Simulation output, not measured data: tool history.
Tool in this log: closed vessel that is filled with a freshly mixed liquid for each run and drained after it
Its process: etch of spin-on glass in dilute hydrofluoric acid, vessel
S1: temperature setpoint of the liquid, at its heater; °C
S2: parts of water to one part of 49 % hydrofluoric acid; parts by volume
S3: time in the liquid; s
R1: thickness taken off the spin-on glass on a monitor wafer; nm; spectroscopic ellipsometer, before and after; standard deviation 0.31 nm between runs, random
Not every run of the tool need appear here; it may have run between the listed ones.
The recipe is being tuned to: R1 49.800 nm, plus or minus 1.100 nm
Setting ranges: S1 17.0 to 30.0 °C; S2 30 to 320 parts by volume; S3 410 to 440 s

{"run": 1, "hour": 0.0, "S1": 22.0, "S2": 175, "S3": 410, "R1": 71.342}
{"run": 2, "hour": 3.0, "S1": 22.0, "S2": 175, "S3": 440, "R1": 77.1}
{"run": 3, "hour": 6.3, "S1": 21.5, "S2": 180, "S3": 440, "R1": 73.106}
{"run": 4, "hour": 10.5, "S1": 21.5, "S2": 180, "S3": 440, "R1": 72.851}
{"run": 5, "hour": 12.2, "S1": 21.0, "S2": 185, "S3": 440, "R1": 69.298}
{"run": 6, "hour": 20.4, "S1": 18.0, "S2": 185, "S3": 440, "R1": 61.381}
{"run": 7, "hour": 23.4, "S1": 18.0, "S2": 190, "S3": 440, "R1": 60.025}
{"run": 8, "hour": 29.7, "S1": 18.0, "S2": 190, "S3": 440, "R1": 60.098}
{"run": 9, "hour": 35.2, "S1": 18.0, "S2": 195, "S3": 440, "R1": 57.207}
{"run": 10, "hour": 42.9, "S1": 17.5, "S2": 205, "S3": 440, "R1": 53.649}

Exactly one of the 5 candidate moves below puts every result within its allowed miss. Which one?
{"run": "A", "hour": 50.6, "S1": 18.0, "S2": 190, "S3": 440, "R1": "?"}
{"run": "B", "hour": 50.6, "S1": 21.0, "S2": 225, "S3": 440, "R1": "?"}
{"run": "C", "hour": 50.6, "S1": 17.5, "S2": 210, "S3": 420, "R1": "?"}
{"run": "D", "hour": 50.6, "S1": 18.5, "S2": 185, "S3": 410, "R1": "?"}
{"run": "E", "hour": 50.6, "S1": 17.0, "S2": 200, "S3": 430, "R1": "?"}

move=A R1=59.764
move=B R1=54.795
move=C R1=49.669
move=D R1=58.618
move=E R1=52.827
A: further off than the last run
B: further off than the last run
C: hits every target within its allowed miss
D: further off than the last run
E: gains on the last run, yet a result remains outside its allowed miss
So the answer is move C, the one that meets all the targets.
